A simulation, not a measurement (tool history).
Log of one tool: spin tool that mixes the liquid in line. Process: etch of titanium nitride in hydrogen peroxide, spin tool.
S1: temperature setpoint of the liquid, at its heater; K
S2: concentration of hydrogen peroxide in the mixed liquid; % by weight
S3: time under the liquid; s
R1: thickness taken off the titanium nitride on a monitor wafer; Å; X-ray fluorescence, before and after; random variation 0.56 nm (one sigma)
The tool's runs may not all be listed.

run  hour      S1    S2   S3      R1
  1   0.0  329.15  24.5  265  286.51
  2   7.1  331.65  24.5  265  337.00
  3  11.8  331.65  27.5  265  349.73
  4  13.4  335.65  27.5  265  453.42
  5  20.8  335.65  27.5  265  454.66
  6  28.9  335.65  23.0  265  438.14
  7  29.9  336.65  23.0  265  463.87

Run 8 comes next. What will it give?
  8  31.2  337.15  23.5  265   ?

{"run 8": {"R1": 478.71}}

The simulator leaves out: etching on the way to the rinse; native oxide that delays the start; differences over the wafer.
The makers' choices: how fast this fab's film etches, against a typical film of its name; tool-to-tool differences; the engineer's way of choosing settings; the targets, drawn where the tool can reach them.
